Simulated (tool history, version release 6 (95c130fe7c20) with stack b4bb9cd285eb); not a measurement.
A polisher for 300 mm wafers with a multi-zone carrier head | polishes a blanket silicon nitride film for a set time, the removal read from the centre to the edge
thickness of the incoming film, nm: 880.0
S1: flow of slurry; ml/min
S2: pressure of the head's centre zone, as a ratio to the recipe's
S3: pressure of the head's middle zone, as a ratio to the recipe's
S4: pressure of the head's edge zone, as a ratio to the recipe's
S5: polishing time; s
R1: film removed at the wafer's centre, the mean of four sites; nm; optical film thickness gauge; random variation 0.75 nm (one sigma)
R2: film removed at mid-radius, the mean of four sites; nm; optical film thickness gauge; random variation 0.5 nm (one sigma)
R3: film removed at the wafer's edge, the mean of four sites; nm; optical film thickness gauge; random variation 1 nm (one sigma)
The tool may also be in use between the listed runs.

run,hour,S1,S2,S3,S4,S5,R1,R2,R3
1,0,150,1,1,1,57,104.68,107.69,108.41
2,3.6,145,0.97,0.98,0.98,53,91.956,97.271,99.56
3,9,145,0.97,0.98,0.93,53,92.544,96.287,95.658
4,14.4,145,1.06,0.98,0.93,53,101.88,97.113,98.413
5,18.1,145,1.06,0.98,0.89,53,101.66,96.792,96.171
6,25.5,145,1.13,0.98,0.89,53,105.4,95.56,97.1
7,26.5,135,1.08,0.97,0.91,49,93.03,87.15,85.133
8,33.3,165,0.98,0.87,1.01,34,62.113,58.161,66.868

Run 9 comes next. What will it give?
9,38.2,165,0.96,0.88,1.01,34,?,?,?

R1: 63.062 nm
R2: 59.038 nm
R3: 65.834 nm
